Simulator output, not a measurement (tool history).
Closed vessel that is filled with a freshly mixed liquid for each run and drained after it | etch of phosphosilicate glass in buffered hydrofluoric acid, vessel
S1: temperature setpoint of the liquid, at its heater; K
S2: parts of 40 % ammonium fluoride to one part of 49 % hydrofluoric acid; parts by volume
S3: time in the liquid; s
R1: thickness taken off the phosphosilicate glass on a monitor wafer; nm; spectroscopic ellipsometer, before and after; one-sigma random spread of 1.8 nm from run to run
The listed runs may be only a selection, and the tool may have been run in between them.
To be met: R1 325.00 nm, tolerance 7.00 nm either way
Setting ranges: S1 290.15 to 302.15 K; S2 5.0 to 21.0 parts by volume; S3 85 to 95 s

run  hour      S1    S2  S3      R1
  1   0.0  294.15  13.0  85  362.75
  2   5.6  294.15  10.5  85  444.26
  3   9.6  292.65  11.0  85  388.27
  4  12.9  292.65   8.5  85  487.27
  5  18.1  291.65   9.5  85  416.73
  6  26.4  291.65   6.0  85  645.32
  7  27.9  291.15   7.5  85  512.73
  8  33.6  290.65   8.5  85  434.72
  9  37.8  290.65   9.5  85  393.72
 10  43.6  290.65   9.5  85  391.52
 11  46.1  290.65  10.0  85  383.03
 12  53.8  290.65  10.5  85  367.01
 13  55.4  290.65  11.0  85  350.47

Which one of the following 5 next-run settings gets every result inside its allowed miss? There is exactly one.
  A  57.0  291.65  12.5  90   ?
  B  57.0  290.65  10.5  90   ?
  C  57.0  292.15  11.0  90   ?
  D  57.0  290.65  12.5  90   ?
  E  57.0  290.15  11.5  90   ?

move      R1
   A  345.15
   B  386.68
   C  402.31
   D  326.10
   E  343.87
A: better than the last run, though not everything is in spec
B: lands further from the targets than the last run did
C: lands further from the targets than the last run did
D: hits every target within its allowed miss
E: better than the last run, though not everything is in spec
D is the move that brings every result within its allowed miss.

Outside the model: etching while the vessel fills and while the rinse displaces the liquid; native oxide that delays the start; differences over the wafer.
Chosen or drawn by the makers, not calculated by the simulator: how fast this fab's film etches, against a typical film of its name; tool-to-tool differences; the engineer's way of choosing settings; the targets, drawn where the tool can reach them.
